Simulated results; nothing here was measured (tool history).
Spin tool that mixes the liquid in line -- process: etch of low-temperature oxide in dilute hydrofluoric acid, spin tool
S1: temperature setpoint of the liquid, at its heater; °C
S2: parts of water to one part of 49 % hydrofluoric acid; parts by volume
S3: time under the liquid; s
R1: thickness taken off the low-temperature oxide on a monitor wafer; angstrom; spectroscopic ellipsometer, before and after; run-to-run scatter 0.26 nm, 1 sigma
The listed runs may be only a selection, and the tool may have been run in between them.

Run 1, hour 0: S1 26 °C, S2 180 parts by volume, S3 320 s. Result: R1 443.8 angstrom.
Run 2, hour 1.1: S1 26 °C, S2 180 parts by volume, S3 345 s. Result: R1 484.92 angstrom.
Run 3, hour 3.3: S1 24.5 °C, S2 180 parts by volume, S3 345 s. Result: R1 456.86 angstrom.
Run 4, hour 6.1: S1 24.5 °C, S2 115 parts by volume, S3 345 s. Result: R1 768.23 angstrom.
Run 5, hour 10.8: S1 26.5 °C, S2 115 parts by volume, S3 345 s. Result: R1 833.65 angstrom.
Run 6, hour 17.1: S1 24 °C, S2 130 parts by volume, S3 345 s. Result: R1 655.59 angstrom.
Run 7, hour 23.3: S1 22.5 °C, S2 140 parts by volume, S3 345 s. Result: R1 571.88 angstrom.
Run 8, hour 24.5: S1 21 °C, S2 150 parts by volume, S3 345 s. Result: R1 498.53 angstrom.
Run 9, hour 29.4: S1 20 °C, S2 155 parts by volume, S3 345 s. Result: R1 456.05 angstrom.
Run 10, hour 33.6: S1 19.5 °C, S2 160 parts by volume, S3 345 s. Result: R1 427.15 angstrom.
Run 11, hour 34.1: S1 19 °C, S2 160 parts by volume, S3 345 s. Result: R1 423.01 angstrom.

Estimate the outcome of run 12 from the log above:
Run 12, hour 42.9: S1 18.5 °C, S2 160 parts by volume, S3 345 s. Result: R1 ?.

R1: 413.99 angstrom

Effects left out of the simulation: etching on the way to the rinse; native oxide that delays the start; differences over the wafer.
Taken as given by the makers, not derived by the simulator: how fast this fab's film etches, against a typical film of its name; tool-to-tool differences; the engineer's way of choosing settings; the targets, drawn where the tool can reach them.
